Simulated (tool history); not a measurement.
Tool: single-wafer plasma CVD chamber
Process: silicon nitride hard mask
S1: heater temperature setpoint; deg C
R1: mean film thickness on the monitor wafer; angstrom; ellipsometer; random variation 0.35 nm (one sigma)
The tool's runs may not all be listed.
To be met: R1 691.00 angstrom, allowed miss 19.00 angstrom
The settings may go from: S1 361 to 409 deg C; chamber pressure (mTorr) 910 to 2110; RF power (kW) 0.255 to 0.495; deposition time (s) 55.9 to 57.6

run 1 hour=0.0 | S1=385 chamber_pressure_(mTorr)=1510 RF_power_(kW)=0.375 deposition_time_(s)=55.9 | R1=816.80
run 2 hour=0.8 | S1=385 chamber_pressure_(mTorr)=1390 RF_power_(kW)=0.360 deposition_time_(s)=55.9 | R1=769.93
run 3 hour=9.5 | S1=390 chamber_pressure_(mTorr)=1390 RF_power_(kW)=0.360 deposition_time_(s)=55.9 | R1=771.06
run 4 hour=15.3 | S1=390 chamber_pressure_(mTorr)=1530 RF_power_(kW)=0.360 deposition_time_(s)=55.9 | R1=789.12
run 5 hour=16.1 | S1=390 chamber_pressure_(mTorr)=1530 RF_power_(kW)=0.400 deposition_time_(s)=55.9 | R1=836.70
run 6 hour=23.8 | S1=391 chamber_pressure_(mTorr)=1380 RF_power_(kW)=0.380 deposition_time_(s)=55.9 | R1=793.97
run 7 hour=30.6 | S1=391 chamber_pressure_(mTorr)=1290 RF_power_(kW)=0.365 deposition_time_(s)=55.9 | R1=765.63
run 8 hour=31.5 | S1=392 chamber_pressure_(mTorr)=1020 RF_power_(kW)=0.315 deposition_time_(s)=55.9 | R1=670.52

4 next moves are on the table. One of them brings every result within its allowed miss. Which?
run A hour=32.4 | S1=377 chamber_pressure_(mTorr)=930 RF_power_(kW)=0.290 deposition_time_(s)=57.2 | R1=?
run B hour=32.4 | S1=387 chamber_pressure_(mTorr)=1130 RF_power_(kW)=0.305 deposition_time_(s)=57.6 | R1=?
run C hour=32.4 | S1=402 chamber_pressure_(mTorr)=1150 RF_power_(kW)=0.300 deposition_time_(s)=55.9 | R1=?
run D hour=32.4 | S1=396 chamber_pressure_(mTorr)=980 RF_power_(kW)=0.315 deposition_time_(s)=55.9 | R1=?

move=A R1=639.51
move=B R1=685.72
move=C R1=655.16
move=D R1=662.12
A: further off than the last run
B: meets every target
C: further off than the last run
D: further off than the last run
Answer: B
